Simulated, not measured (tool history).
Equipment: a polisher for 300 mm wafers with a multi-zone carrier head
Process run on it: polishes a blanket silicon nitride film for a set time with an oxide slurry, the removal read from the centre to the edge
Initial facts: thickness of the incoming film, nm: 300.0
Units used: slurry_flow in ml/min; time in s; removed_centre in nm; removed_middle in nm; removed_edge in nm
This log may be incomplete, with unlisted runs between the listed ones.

{"run": 1, "day": 0.0, "slurry_flow": 305, "centre_zone": 1.0, "middle_zone": 1.0, "edge_zone": 1.0, "slurry_solids": 1.0, "time": 49, "removed_centre": 16.452, "removed_middle": 15.951, "removed_edge": 15.969}
{"run": 2, "day": 0.362, "slurry_flow": 305, "centre_zone": 1.0, "middle_zone": 1.0, "edge_zone": 1.0, "slurry_solids": 1.0, "time": 43, "removed_centre": 14.477, "removed_middle": 13.955, "removed_edge": 14.193}
{"run": 3, "day": 0.404, "slurry_flow": 270, "centre_zone": 1.0, "middle_zone": 1.0, "edge_zone": 1.0, "slurry_solids": 1.0, "time": 43, "removed_centre": 14.199, "removed_middle": 13.8, "removed_edge": 13.746}
{"run": 4, "day": 0.746, "slurry_flow": 345, "centre_zone": 1.0, "middle_zone": 1.0, "edge_zone": 1.0, "slurry_solids": 1.0, "time": 43, "removed_centre": 14.498, "removed_middle": 14.214, "removed_edge": 14.129}
{"run": 5, "day": 0.979, "slurry_flow": 345, "centre_zone": 0.94, "middle_zone": 1.0, "edge_zone": 1.0, "slurry_solids": 1.0, "time": 43, "removed_centre": 13.285, "removed_middle": 14.302, "removed_edge": 14.2}
{"run": 6, "day": 1.221, "slurry_flow": 345, "centre_zone": 0.94, "middle_zone": 0.97, "edge_zone": 1.0, "slurry_solids": 1.0, "time": 43, "removed_centre": 13.457, "removed_middle": 14.07, "removed_edge": 14.048}
{"run": 7, "day": 1.254, "slurry_flow": 325, "centre_zone": 0.92, "middle_zone": 0.92, "edge_zone": 1.04, "slurry_solids": 0.85, "time": 43, "removed_centre": 12.264, "removed_middle": 12.405, "removed_edge": 13.679}
{"run": 8, "day": 1.575, "slurry_flow": 315, "centre_zone": 0.9, "middle_zone": 0.89, "edge_zone": 1.01, "slurry_solids": 0.75, "time": 43, "removed_centre": 11.964, "removed_middle": 11.226, "removed_edge": 12.73}
{"run": 9, "day": 1.7, "slurry_flow": 315, "centre_zone": 0.87, "middle_zone": 0.89, "edge_zone": 1.01, "slurry_solids": 0.7, "time": 43, "removed_centre": 10.779, "removed_middle": 11.043, "removed_edge": 12.284}

For run 10, what comes out?
{"run": 10, "day": 1.996, "slurry_flow": 305, "centre_zone": 0.86, "middle_zone": 0.87, "edge_zone": 1.0, "slurry_solids": 0.7, "time": 43, "removed_centre": "?", "removed_middle": "?", "removed_edge": "?"}

removed_centre: 10.735 nm
removed_middle: 11.103 nm
removed_edge: 12.184 nm
